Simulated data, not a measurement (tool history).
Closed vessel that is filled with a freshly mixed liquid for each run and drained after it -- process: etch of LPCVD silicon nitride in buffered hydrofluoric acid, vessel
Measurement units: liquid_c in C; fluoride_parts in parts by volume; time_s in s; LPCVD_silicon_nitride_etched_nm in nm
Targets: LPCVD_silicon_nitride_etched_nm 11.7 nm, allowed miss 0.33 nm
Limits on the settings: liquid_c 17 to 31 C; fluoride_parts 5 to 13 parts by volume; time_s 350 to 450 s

| run | hour | liquid_c | fluoride_parts | time_s | LPCVD_silicon_nitride_etched_nm |
|---|---|---|---|---|---|
| 1 | 0 | 23 | 8 | 450 | 9.583 |
| 2 | 7.1 | 24 | 8 | 450 | 10.004 |
| 3 | 9.9 | 24 | 7.5 | 450 | 10.738 |
| 4 | 13.8 | 24 | 7.5 | 350 | 8.3955 |
| 5 | 21.6 | 20.5 | 7.5 | 350 | 6.8723 |
| 6 | 30 | 22.5 | 7.5 | 350 | 7.7488 |
| 7 | 33.1 | 24 | 7.5 | 350 | 8.3743 |
| 8 | 35.3 | 28 | 7.5 | 350 | 10.425 |
| 9 | 43.9 | 28.5 | 7.5 | 350 | 10.676 |

Which one of the following 5 next-run settings gets every result inside its allowed miss? There is exactly one.
| A | 52.5 | 31 | 8 | 380 | ? |
| B | 52.5 | 31 | 7.5 | 355 | ? |
| C | 52.5 | 27 | 7 | 415 | ? |
| D | 52.5 | 28.5 | 8 | 410 | ? |
| E | 52.5 | 27.5 | 7 | 400 | ? |

| move | LPCVD_silicon_nitride_etched_nm |
|---|---|
| A | 12.343 |
| B | 12.363 |
| C | 12.609 |
| D | 11.68 |
| E | 12.482 |
A: pushes the last run's worst result past its target
B: pushes the last run's worst result past its target
C: pushes the last run's worst result past its target
D: meets every target
E: pushes the last run's worst result past its target
So the answer is move D, the one that meets all the targets.

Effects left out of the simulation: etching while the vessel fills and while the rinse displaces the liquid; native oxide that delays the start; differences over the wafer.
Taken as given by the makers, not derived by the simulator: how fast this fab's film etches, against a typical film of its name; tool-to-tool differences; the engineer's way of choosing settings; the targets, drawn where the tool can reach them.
